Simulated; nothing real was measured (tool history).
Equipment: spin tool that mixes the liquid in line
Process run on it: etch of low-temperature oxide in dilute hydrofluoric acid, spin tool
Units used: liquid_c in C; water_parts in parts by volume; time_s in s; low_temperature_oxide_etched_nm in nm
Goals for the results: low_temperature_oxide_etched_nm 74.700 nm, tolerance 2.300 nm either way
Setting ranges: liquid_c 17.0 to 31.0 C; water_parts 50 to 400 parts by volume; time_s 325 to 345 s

run,hour,liquid_c,water_parts,time_s,low_temperature_oxide_etched_nm
1,0.0,23.0,225,325,23.664
2,2.4,25.0,180,325,33.050
3,7.1,25.0,140,325,44.240
4,13.9,25.0,140,345,47.790
5,21.3,26.5,130,345,54.540
6,26.9,27.5,125,345,58.870
7,29.9,28.5,120,345,64.520
8,36.0,29.0,120,345,65.262

Exercise: of the 4 proposed moves below, exactly one satisfies all targets within the stated allowed misses. Which move is it?
A,42.1,29.5,125,330,?
B,42.1,24.5,95,325,?
C,42.1,28.0,110,345,?
D,42.1,31.0,115,345,?

move,low_temperature_oxide_etched_nm
A,59.897
B,66.655
C,68.640
D,72.921
A: lands further from the targets than the last run did
B: closer than the last run, but not yet in spec
C: closer than the last run, but not yet in spec
D: all results in spec
The right move is D.

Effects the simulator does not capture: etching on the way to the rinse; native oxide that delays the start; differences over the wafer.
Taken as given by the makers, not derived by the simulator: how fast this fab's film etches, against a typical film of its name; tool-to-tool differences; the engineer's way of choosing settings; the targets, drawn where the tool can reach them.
